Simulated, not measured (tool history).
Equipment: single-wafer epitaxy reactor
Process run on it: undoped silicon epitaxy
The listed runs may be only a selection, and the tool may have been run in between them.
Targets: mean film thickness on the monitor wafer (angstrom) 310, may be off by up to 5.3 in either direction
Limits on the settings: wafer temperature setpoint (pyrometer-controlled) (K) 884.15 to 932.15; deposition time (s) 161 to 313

run	day	wafer temperature setpoint (pyrometer-controlled) (K)	deposition time (s)	mean film thickness on the monitor wafer (angstrom)
1	0	908.15	237	250.56
2	0.267	902.15	237	215.68
3	0.392	904.15	237	225.95
4	0.683	915.15	237	300.01
5	0.958	915.15	250	316.65
6	1.129	920.15	250	361.53
7	1.45	919.15	250	348.52
8	1.55	913.15	250	301.85

Of the 5 settings listed for the next run, only one would bring every result within its allowed miss of target. Which one?
A	1.65	915.15	238	?
B	1.65	911.15	272	?
C	1.65	911.15	260	?
D	1.65	920.15	206	?
E	1.65	913.15	248	?

move	mean film thickness on the monitor wafer (angstrom)
A	302.24
B	312.12
C	298.35
D	296.53
E	299.41
A: roughly where the last run was
B: in spec on every target
C: lands further from the targets than the last run did
D: lands further from the targets than the last run did
E: lands further from the targets than the last run did
B is the move that brings every result within its allowed miss.

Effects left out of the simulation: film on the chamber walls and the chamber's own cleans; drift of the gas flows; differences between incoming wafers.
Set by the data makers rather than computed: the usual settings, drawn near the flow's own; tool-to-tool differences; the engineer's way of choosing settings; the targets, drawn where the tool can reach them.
